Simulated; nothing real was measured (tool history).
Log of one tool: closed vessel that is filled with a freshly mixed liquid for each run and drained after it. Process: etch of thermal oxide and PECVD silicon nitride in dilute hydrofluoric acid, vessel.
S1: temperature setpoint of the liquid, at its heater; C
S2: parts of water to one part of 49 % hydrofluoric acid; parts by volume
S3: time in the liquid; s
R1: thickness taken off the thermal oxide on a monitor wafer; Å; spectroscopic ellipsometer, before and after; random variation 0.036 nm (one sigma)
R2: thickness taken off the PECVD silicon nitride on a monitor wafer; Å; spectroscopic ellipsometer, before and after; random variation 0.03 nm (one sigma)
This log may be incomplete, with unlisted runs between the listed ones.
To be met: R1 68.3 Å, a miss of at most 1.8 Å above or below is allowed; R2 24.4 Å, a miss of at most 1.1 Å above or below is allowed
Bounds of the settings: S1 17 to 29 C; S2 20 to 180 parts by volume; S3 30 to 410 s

{"run": 1, "hour": 0.0, "S1": 21, "S2": 100, "S3": 210, "R1": 90.719, "R2": 31.329}
{"run": 2, "hour": 2.8, "S1": 21, "S2": 100, "S3": 255, "R1": 110.09, "R2": 37.982}
{"run": 3, "hour": 5.6, "S1": 23, "S2": 100, "S3": 255, "R1": 118.66, "R2": 43.207}
{"run": 4, "hour": 10.3, "S1": 23, "S2": 100, "S3": 185, "R1": 86.277, "R2": 31.093}
{"run": 5, "hour": 15.3, "S1": 20.5, "S2": 100, "S3": 185, "R1": 77.655, "R2": 26.757}
{"run": 6, "hour": 23.4, "S1": 20.5, "S2": 130, "S3": 185, "R1": 58.128, "R2": 20.699}
{"run": 7, "hour": 30.7, "S1": 20.5, "S2": 125, "S3": 185, "R1": 60.987, "R2": 21.178}
{"run": 8, "hour": 38.7, "S1": 21, "S2": 125, "S3": 185, "R1": 62.096, "R2": 22.248}
{"run": 9, "hour": 44.5, "S1": 21.5, "S2": 120, "S3": 185, "R1": 65.857, "R2": 24.276}

Consider the 5 candidate settings below. Which is the only one whose results all fall within their allowed miss of target?
{"run": "A", "hour": 50.3, "S1": 24.5, "S2": 145, "S3": 195, "R1": "?", "R2": "?"}
{"run": "B", "hour": 50.3, "S1": 24, "S2": 135, "S3": 180, "R1": "?", "R2": "?"}
{"run": "C", "hour": 50.3, "S1": 22, "S2": 125, "S3": 180, "R1": "?", "R2": "?"}
{"run": "D", "hour": 50.3, "S1": 21.5, "S2": 105, "S3": 165, "R1": "?", "R2": "?"}
{"run": "E", "hour": 50.3, "S1": 23, "S2": 130, "S3": 180, "R1": "?", "R2": "?"}

move=A R1=62.764 R2=25.54
move=B R1=61.76 R2=24.499
move=C R1=62.389 R2=23.178
move=D R1=68.271 R2=24.383
move=E R1=62.047 R2=23.822
A: misses by more than the last run did
B: misses by more than the last run did
C: misses by more than the last run did
D: hits every target within its allowed miss
E: misses by more than the last run did
Go with D: it meets all targets.
